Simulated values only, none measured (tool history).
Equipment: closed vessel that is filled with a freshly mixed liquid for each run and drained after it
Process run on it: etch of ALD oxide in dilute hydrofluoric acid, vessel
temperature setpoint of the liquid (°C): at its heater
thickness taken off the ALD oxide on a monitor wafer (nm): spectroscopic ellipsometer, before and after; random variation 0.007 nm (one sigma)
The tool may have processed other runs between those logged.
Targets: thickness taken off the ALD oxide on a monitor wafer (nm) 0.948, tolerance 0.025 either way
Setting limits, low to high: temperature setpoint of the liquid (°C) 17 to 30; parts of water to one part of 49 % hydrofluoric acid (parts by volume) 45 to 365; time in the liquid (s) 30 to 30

run	hour	temperature setpoint of the liquid (°C)	parts of water to one part of 49 % hydrofluoric acid (parts by volume)	time in the liquid (s)	thickness taken off the ALD oxide on a monitor wafer (nm)
1	0	22	205	30	1.5808
2	3.9	22	205	30	1.5934
3	6.6	21	215	30	1.4203
4	11.7	20.5	220	30	1.3791
5	13.9	20.5	250	30	1.1699
6	16.3	20	255	30	1.1249
7	21.3	20	255	30	1.1244
8	22	19.5	255	30	1.1013
9	23.2	19	255	30	1.0726
10	26.6	18.5	255	30	1.0602

Exercise: of the 5 proposed moves below, exactly one satisfies all targets within the stated allowed misses. Which move is it?
A	30	21	310	30	?
B	30	19	285	30	?
C	30	20.5	235	30	?
D	30	20.5	245	30	?
E	30	19	240	30	?

move	thickness taken off the ALD oxide on a monitor wafer (nm)
A	0.91253
B	0.94346
C	1.2673
D	1.204
E	1.1668
A: takes the biggest miss from the last run beyond its target
B: meets every target
C: lands further from the targets than the last run did
D: lands further from the targets than the last run did
E: lands further from the targets than the last run did
The move that meets every target is B.
